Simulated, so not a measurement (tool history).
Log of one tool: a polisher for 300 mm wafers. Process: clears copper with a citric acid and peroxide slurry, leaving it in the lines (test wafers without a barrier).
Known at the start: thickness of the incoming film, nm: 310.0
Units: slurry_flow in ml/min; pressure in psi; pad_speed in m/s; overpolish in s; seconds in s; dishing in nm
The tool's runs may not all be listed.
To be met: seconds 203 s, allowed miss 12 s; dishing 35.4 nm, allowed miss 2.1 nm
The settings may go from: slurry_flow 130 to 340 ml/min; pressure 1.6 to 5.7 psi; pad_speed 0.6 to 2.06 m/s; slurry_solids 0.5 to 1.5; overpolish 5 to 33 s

{"run": 1, "day": 0.0, "slurry_flow": 220, "pressure": 3.6, "pad_speed": 1.32, "slurry_solids": 1, "overpolish": 17, "seconds": 111.09, "dishing": 38.429}
{"run": 2, "day": 0.296, "slurry_flow": 220, "pressure": 3, "pad_speed": 1.3, "slurry_solids": 1, "overpolish": 20, "seconds": 135.91, "dishing": 36.645}
{"run": 3, "day": 0.667, "slurry_flow": 220, "pressure": 2.5, "pad_speed": 1.3, "slurry_solids": 1, "overpolish": 20, "seconds": 156.82, "dishing": 31.288}
{"run": 4, "day": 0.958, "slurry_flow": 220, "pressure": 2.3, "pad_speed": 1.28, "slurry_solids": 1, "overpolish": 22, "seconds": 175.98, "dishing": 31.071}
{"run": 5, "day": 1.171, "slurry_flow": 220, "pressure": 2.3, "pad_speed": 1.1, "slurry_solids": 1, "overpolish": 22, "seconds": 199.83, "dishing": 29.172}
{"run": 6, "day": 1.288, "slurry_flow": 220, "pressure": 2.3, "pad_speed": 1.08, "slurry_solids": 1, "overpolish": 23, "seconds": 201.77, "dishing": 27.978}
{"run": 7, "day": 1.342, "slurry_flow": 220, "pressure": 2.3, "pad_speed": 1.08, "slurry_solids": 1, "overpolish": 25, "seconds": 201.08, "dishing": 31.627}
{"run": 8, "day": 1.558, "slurry_flow": 220, "pressure": 2.3, "pad_speed": 1.08, "slurry_solids": 1, "overpolish": 26, "seconds": 201.73, "dishing": 31.931}
{"run": 9, "day": 1.904, "slurry_flow": 220, "pressure": 2.3, "pad_speed": 1.08, "slurry_solids": 1, "overpolish": 26, "seconds": 205.79, "dishing": 31.375}
{"run": 10, "day": 2.025, "slurry_flow": 220, "pressure": 2.3, "pad_speed": 1.08, "slurry_solids": 1, "overpolish": 27, "seconds": 198.55, "dishing": 32.745}

4 next moves are on the table. One of them brings every result within its allowed miss. Which?
{"run": "A", "day": 2.146, "slurry_flow": 185, "pressure": 3.1, "pad_speed": 0.76, "slurry_solids": 0.9, "overpolish": 24, "seconds": "?", "dishing": "?"}
{"run": "B", "day": 2.146, "slurry_flow": 315, "pressure": 1.9, "pad_speed": 1.2, "slurry_solids": 1.15, "overpolish": 30, "seconds": "?", "dishing": "?"}
{"run": "C", "day": 2.146, "slurry_flow": 195, "pressure": 1.8, "pad_speed": 1.24, "slurry_solids": 1.15, "overpolish": 33, "seconds": "?", "dishing": "?"}
{"run": "D", "day": 2.146, "slurry_flow": 230, "pressure": 2.4, "pad_speed": 1.02, "slurry_solids": 0.9, "overpolish": 33, "seconds": "?", "dishing": "?"}

move=A seconds=212.57 dishing=29.005
move=B seconds=210.1 dishing=35.148
move=C seconds=225.9 dishing=35.751
move=D seconds=211.28 dishing=38.529
A: further off than the last run
B: meets every target
C: brings the result that was furthest off to its target, and leaves another outside
D: takes the result that was furthest off past its target
The right move is B.
